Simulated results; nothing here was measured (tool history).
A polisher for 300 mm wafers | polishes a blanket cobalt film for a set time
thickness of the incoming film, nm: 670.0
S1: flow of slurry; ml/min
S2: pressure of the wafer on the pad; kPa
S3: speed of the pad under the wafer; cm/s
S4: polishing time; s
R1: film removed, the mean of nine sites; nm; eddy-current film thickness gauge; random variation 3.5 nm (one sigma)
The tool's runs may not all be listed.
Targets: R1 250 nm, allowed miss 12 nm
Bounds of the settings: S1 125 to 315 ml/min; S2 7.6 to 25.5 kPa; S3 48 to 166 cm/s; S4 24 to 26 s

Run 1, hour 0: S1 205 ml/min, S2 16.5 kPa, S3 106 cm/s, S4 26 s. Result: R1 180.85 nm.
Run 2, hour 4: S1 205 ml/min, S2 14.5 kPa, S3 106 cm/s, S4 26 s. Result: R1 155.96 nm.
Run 3, hour 9.7: S1 205 ml/min, S2 15.9 kPa, S3 106 cm/s, S4 26 s. Result: R1 172.89 nm.
Run 4, hour 15: S1 205 ml/min, S2 15.9 kPa, S3 106 cm/s, S4 26 s. Result: R1 172.17 nm.
Run 5, hour 20.8: S1 205 ml/min, S2 14.5 kPa, S3 106 cm/s, S4 26 s. Result: R1 157.86 nm.
Run 6, hour 26.5: S1 250 ml/min, S2 14.5 kPa, S3 106 cm/s, S4 26 s. Result: R1 163.14 nm.
Run 7, hour 29.1: S1 250 ml/min, S2 15.9 kPa, S3 106 cm/s, S4 26 s. Result: R1 177.29 nm.
Run 8, hour 37.5: S1 250 ml/min, S2 17.2 kPa, S3 106 cm/s, S4 26 s. Result: R1 189.79 nm.
Run 9, hour 44.8: S1 250 ml/min, S2 18.6 kPa, S3 106 cm/s, S4 26 s. Result: R1 209.26 nm.
Run 10, hour 49.8: S1 250 ml/min, S2 19.3 kPa, S3 106 cm/s, S4 26 s. Result: R1 215.51 nm.
Run 11, hour 56.3: S1 250 ml/min, S2 20 kPa, S3 106 cm/s, S4 26 s. Result: R1 222.76 nm.
Run 12, hour 59.6: S1 250 ml/min, S2 20.7 kPa, S3 106 cm/s, S4 26 s. Result: R1 227.16 nm.
Run 13, hour 64.8: S1 250 ml/min, S2 21.4 kPa, S3 106 cm/s, S4 26 s. Result: R1 234.64 nm.

Which of these 5 next moves meets every target?
Run A, hour 70: S1 245 ml/min, S2 20.7 kPa, S3 96 cm/s, S4 26 s. Result: R1 ?.
Run B, hour 70: S1 275 ml/min, S2 24.1 kPa, S3 98 cm/s, S4 24 s. Result: R1 ?.
Run C, hour 70: S1 260 ml/min, S2 20.7 kPa, S3 114 cm/s, S4 26 s. Result: R1 ?.
Run D, hour 70: S1 315 ml/min, S2 22.8 kPa, S3 94 cm/s, S4 25 s. Result: R1 ?.
Run E, hour 70: S1 315 ml/min, S2 24.1 kPa, S3 108 cm/s, S4 26 s. Result: R1 ?.

move      R1
   A  203.39
   B  224.91
   C  241.52
   D  214.77
   E  270.64
A: further off than the last run
B: further off than the last run
C: meets every target
D: further off than the last run
E: takes the result that was furthest off past its target
Answer: C
